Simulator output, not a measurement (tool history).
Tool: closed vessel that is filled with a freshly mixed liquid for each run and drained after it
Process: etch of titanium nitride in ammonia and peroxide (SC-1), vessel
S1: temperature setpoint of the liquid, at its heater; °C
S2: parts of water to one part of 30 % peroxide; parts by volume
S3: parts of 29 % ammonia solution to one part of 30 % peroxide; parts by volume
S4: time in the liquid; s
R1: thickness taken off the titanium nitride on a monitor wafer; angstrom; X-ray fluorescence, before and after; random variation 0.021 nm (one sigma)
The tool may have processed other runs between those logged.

{"run": 1, "day": 0.0, "S1": 55.0, "S2": 27.5, "S3": 0.5, "S4": 95, "R1": 62.032}
{"run": 2, "day": 0.279, "S1": 53.0, "S2": 27.5, "S3": 0.5, "S4": 95, "R1": 55.029}
{"run": 3, "day": 0.517, "S1": 53.0, "S2": 27.5, "S3": 0.35, "S4": 95, "R1": 51.005}
{"run": 4, "day": 0.8, "S1": 56.0, "S2": 27.5, "S3": 0.35, "S4": 95, "R1": 62.672}
{"run": 5, "day": 1.096, "S1": 54.0, "S2": 27.5, "S3": 0.35, "S4": 95, "R1": 54.239}
{"run": 6, "day": 1.217, "S1": 54.0, "S2": 27.5, "S3": 0.5, "S4": 95, "R1": 58.102}
{"run": 7, "day": 1.312, "S1": 52.5, "S2": 27.5, "S3": 0.5, "S4": 95, "R1": 52.433}
{"run": 8, "day": 1.667, "S1": 52.5, "S2": 27.5, "S3": 0.5, "S4": 95, "R1": 52.754}
{"run": 9, "day": 2.008, "S1": 51.0, "S2": 27.5, "S3": 0.5, "S4": 95, "R1": 47.318}
{"run": 10, "day": 2.188, "S1": 50.0, "S2": 27.5, "S3": 0.5, "S4": 95, "R1": 44.115}

Estimate the outcome of run 11 from the log above:
{"run": 11, "day": 2.512, "S1": 49.5, "S2": 27.5, "S3": 0.5, "S4": 95, "R1": "?"}

{"run 11": {"R1": 42.692}}

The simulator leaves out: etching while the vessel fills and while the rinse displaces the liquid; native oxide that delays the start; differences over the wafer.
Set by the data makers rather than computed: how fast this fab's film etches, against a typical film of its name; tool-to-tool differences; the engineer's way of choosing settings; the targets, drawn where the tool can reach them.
